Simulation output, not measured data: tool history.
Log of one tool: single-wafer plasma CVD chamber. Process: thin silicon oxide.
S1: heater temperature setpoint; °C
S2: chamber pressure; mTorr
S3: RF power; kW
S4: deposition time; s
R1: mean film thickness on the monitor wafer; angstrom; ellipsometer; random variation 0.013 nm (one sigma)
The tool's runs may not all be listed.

run	hour	S1	S2	S3	S4	R1
1	0	405	579	0.355	6.57	81.389
2	4.1	405	666	0.355	6.57	93.069
3	7.9	405	625	0.34	6.57	85.688
4	13.3	405	589	0.33	6.57	80.29
5	22.3	405	589	0.33	6.77	83.042
6	23.9	405	559	0.32	6.74	77.31
7	28.2	405	533	0.315	6.72	73.136
8	33.6	405	510	0.31	6.71	69.672
9	41.5	405	490	0.305	6.7	66.248
10	42.3	405	472	0.305	6.7	64.042
11	48.3	405	456	0.305	6.7	62.034
12	49.2	405	442	0.305	6.7	59.955
13	52.1	405	431	0.305	6.7	58.748
14	57.4	405	347	0.3	6.69	46.649
15	64.1	405	351	0.3	6.69	47.206
16	71.1	405	354	0.3	6.69	47.736

Run 17 comes next. What will it give?
17	74.1	405	383	0.3	6.69	?

R1: 51.556 angstrom
